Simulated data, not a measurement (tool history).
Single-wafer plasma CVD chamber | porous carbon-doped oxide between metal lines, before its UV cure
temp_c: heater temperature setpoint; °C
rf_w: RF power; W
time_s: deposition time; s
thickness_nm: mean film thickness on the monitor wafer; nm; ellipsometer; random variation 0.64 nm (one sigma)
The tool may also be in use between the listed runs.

run,day,temp_c,rf_w,time_s,thickness_nm
1,0,300,555,46.3,249.56
2,0.25,300,555,46.3,248.22
3,0.275,303,545,46.3,240.14
4,0.571,303,545,47.8,248.45
5,0.8,306,540,47.8,241.11
6,1.083,306,575,47.8,252.73
7,1.133,308,565,47.8,246.95
8,1.5,310,555,47.8,239.81
9,1.775,312,550,47.8,236.79

Run 10 comes next. What will it give?
10,2.146,314,540,47.8,?

thickness_nm: 230.72 nm
